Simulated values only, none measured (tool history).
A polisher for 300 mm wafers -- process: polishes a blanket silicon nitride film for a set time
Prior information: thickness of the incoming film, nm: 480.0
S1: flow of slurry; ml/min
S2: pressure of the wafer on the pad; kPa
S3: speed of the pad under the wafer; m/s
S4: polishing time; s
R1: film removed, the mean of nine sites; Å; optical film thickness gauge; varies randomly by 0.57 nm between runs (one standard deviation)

{"run": 1, "hour": 0.0, "S1": 260, "S2": 32.4, "S3": 1.42, "S4": 36, "R1": 1286.5}
{"run": 2, "hour": 6.7, "S1": 260, "S2": 32.4, "S3": 1.42, "S4": 32, "R1": 1144.3}
{"run": 3, "hour": 12.7, "S1": 260, "S2": 29.6, "S3": 1.42, "S4": 32, "R1": 1078}
{"run": 4, "hour": 14.8, "S1": 260, "S2": 29.6, "S3": 1.68, "S4": 32, "R1": 1217.6}
{"run": 5, "hour": 19.4, "S1": 260, "S2": 29.6, "S3": 1.68, "S4": 36, "R1": 1348.3}
{"run": 6, "hour": 25.7, "S1": 215, "S2": 29.6, "S3": 1.68, "S4": 36, "R1": 1332}
{"run": 7, "hour": 32.3, "S1": 215, "S2": 27.6, "S3": 1.62, "S4": 36, "R1": 1241.8}
{"run": 8, "hour": 37.7, "S1": 215, "S2": 25.5, "S3": 1.54, "S4": 36, "R1": 1127.6}
{"run": 9, "hour": 45.0, "S1": 215, "S2": 24.1, "S3": 1.48, "S4": 36, "R1": 1062.3}
{"run": 10, "hour": 48.3, "S1": 215, "S2": 22.8, "S3": 1.42, "S4": 36, "R1": 1000.8}
{"run": 11, "hour": 53.3, "S1": 215, "S2": 21.4, "S3": 1.36, "S4": 36, "R1": 916.91}

What will run 12 give?
{"run": 12, "hour": 58.7, "S1": 215, "S2": 20, "S3": 1.34, "S4": 36, "R1": "?"}

{"run 12": {"R1": 878.25}}

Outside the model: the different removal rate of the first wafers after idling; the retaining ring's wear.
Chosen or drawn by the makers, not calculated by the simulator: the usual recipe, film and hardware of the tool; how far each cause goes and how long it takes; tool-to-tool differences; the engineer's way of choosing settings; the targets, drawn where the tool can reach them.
